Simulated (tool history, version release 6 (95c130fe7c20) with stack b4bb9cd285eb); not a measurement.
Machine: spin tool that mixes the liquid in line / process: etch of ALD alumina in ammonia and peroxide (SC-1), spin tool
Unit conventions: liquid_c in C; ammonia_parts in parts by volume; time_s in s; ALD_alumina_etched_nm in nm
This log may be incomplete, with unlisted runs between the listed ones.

Run 1, hour 0: liquid_c 50 C, ammonia_parts 0.65 parts by volume, time_s 285 s. Result: ALD_alumina_etched_nm 10.588 nm.
Run 2, hour 8.4: liquid_c 50.5 C, ammonia_parts 0.65 parts by volume, time_s 285 s. Result: ALD_alumina_etched_nm 10.832 nm.
Run 3, hour 12.2: liquid_c 54.5 C, ammonia_parts 0.65 parts by volume, time_s 285 s. Result: ALD_alumina_etched_nm 13.354 nm.
Run 4, hour 17.2: liquid_c 58.5 C, ammonia_parts 0.65 parts by volume, time_s 285 s. Result: ALD_alumina_etched_nm 16.675 nm.
Run 5, hour 21.5: liquid_c 58.5 C, ammonia_parts 0.65 parts by volume, time_s 305 s. Result: ALD_alumina_etched_nm 17.889 nm.
Run 6, hour 26.3: liquid_c 58.5 C, ammonia_parts 0.45 parts by volume, time_s 305 s. Result: ALD_alumina_etched_nm 17.269 nm.
Run 7, hour 31.2: liquid_c 58 C, ammonia_parts 0.45 parts by volume, time_s 305 s. Result: ALD_alumina_etched_nm 16.813 nm.
Run 8, hour 36.3: liquid_c 57.5 C, ammonia_parts 0.45 parts by volume, time_s 305 s. Result: ALD_alumina_etched_nm 16.414 nm.
Run 9, hour 37.2: liquid_c 57 C, ammonia_parts 0.45 parts by volume, time_s 305 s. Result: ALD_alumina_etched_nm 15.841 nm.
Run 10, hour 44.5: liquid_c 56.5 C, ammonia_parts 0.45 parts by volume, time_s 305 s. Result: ALD_alumina_etched_nm 15.552 nm.

Forecast run 11:
Run 11, hour 49: liquid_c 56 C, ammonia_parts 0.45 parts by volume, time_s 305 s. Result: ALD_alumina_etched_nm ?.

Run 11 yielded ALD_alumina_etched_nm 15.097 nm.
